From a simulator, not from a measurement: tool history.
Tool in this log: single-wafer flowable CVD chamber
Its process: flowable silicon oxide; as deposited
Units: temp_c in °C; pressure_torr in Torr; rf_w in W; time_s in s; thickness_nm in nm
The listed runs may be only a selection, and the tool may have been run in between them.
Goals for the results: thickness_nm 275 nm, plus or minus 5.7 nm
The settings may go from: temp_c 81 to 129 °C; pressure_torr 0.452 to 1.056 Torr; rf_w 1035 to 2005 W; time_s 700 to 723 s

run	hour	temp_c	pressure_torr	rf_w	time_s	thickness_nm
1	0	105	0.754	1520	700	318.75
2	6.3	105	0.754	1520	723	334.46
3	9.8	106	0.754	1520	723	320.92
4	16.2	106	0.754	1440	723	314.78
5	25.2	107	0.754	1440	723	305.76
6	29.4	109	0.754	1440	723	289.52
7	36.2	110	0.754	1440	723	281.6
8	40.6	110	0.754	1440	723	282.96

Which one of the following 4 next-run settings gets every result inside its allowed miss? There is exactly one.
A	45	110	0.745	1460	708	?
B	45	108	0.735	1445	719	?
C	45	110	0.806	1425	702	?
D	45	111	0.792	1545	711	?

move	thickness_nm
A	273.14
B	289.05
C	290.2
D	288.16
A: all results in spec
B: misses by more than the last run did
C: misses by more than the last run did
D: misses by more than the last run did
Move A is the one to make.

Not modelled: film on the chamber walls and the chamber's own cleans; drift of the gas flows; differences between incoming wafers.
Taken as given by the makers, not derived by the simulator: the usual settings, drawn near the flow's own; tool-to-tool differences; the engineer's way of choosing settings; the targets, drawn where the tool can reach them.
